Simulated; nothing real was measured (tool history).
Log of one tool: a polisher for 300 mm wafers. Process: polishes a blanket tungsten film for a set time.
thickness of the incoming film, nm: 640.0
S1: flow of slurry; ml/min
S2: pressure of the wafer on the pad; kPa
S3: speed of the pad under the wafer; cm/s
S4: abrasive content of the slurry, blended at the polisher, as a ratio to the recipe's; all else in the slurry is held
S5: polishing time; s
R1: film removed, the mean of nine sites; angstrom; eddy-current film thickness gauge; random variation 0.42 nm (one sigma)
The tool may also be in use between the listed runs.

run,day,S1,S2,S3,S4,S5,R1
1,0.000,285,33.8,110,1.00,18,1000.50
2,0.042,285,33.8,110,1.00,16,893.83
3,0.196,320,33.8,110,1.00,16,905.15
4,0.392,320,33.8,128,1.00,16,1061.70
5,0.600,280,33.8,128,1.00,16,1026.90
6,0.717,280,33.8,128,1.10,16,1051.80
7,0.862,275,29.6,110,1.10,16,829.49
8,1.100,265,26.2,96,1.05,16,620.99
9,1.212,265,23.4,90,1.05,16,531.65
10,1.425,265,21.4,86,1.05,16,472.00
11,1.579,260,15.2,68,1.05,16,276.80
12,1.825,260,15.9,68,1.05,16,291.71

Run 13 comes next. What will it give?
13,1.992,260,16.5,68,1.05,16,?

R1: 291.69 angstrom

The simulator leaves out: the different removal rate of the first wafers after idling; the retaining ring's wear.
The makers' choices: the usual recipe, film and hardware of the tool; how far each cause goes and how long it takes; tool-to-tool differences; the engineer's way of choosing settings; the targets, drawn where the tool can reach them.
